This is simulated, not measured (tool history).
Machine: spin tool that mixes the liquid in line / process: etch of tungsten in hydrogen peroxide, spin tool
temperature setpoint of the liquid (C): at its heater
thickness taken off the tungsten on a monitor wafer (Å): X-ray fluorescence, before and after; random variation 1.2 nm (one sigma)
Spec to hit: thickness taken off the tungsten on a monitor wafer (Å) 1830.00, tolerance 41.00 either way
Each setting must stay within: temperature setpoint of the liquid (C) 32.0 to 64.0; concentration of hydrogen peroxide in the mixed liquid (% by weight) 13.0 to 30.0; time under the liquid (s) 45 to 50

run	day	temperature setpoint of the liquid (C)	concentration of hydrogen peroxide in the mixed liquid (% by weight)	time under the liquid (s)	thickness taken off the tungsten on a monitor wafer (Å)
1	0.000	48.0	24.0	45	976.35
2	0.342	51.0	24.0	45	1169.80
3	0.625	51.0	24.0	45	1176.70
4	0.783	46.5	24.0	45	889.50
# day 0.933: new drum of peroxide connected
5	0.933	49.5	24.0	45	1110.80
6	1.012	49.5	21.0	45	1038.80
7	1.154	52.0	21.0	45	1202.70
8	1.342	54.0	21.0	45	1375.50
9	1.454	55.5	21.0	45	1499.50
10	1.821	56.5	21.0	45	1576.30
11	2.179	57.0	21.0	45	1634.40
12	2.412	57.5	21.0	45	1700.60
13	2.496	58.0	21.0	45	1737.40
14	2.779	58.5	21.0	45	1787.30

Which of these 5 next moves meets every target?
A	3.062	59.0	23.5	45	?
B	3.062	58.5	19.5	50	?
C	3.062	60.0	21.0	45	?
D	3.062	57.5	27.5	45	?
E	3.062	57.5	20.0	50	?

move	thickness taken off the tungsten on a monitor wafer (Å)
A	1917.60
B	1885.40
C	1920.30
D	1901.20
E	1801.50
A: the result that was furthest off in the last run now lies on the other side of its target
B: the result that was furthest off in the last run now lies on the other side of its target
C: the result that was furthest off in the last run now lies on the other side of its target
D: the result that was furthest off in the last run now lies on the other side of its target
E: every result within its allowed miss
E is the move that brings every result within its allowed miss.
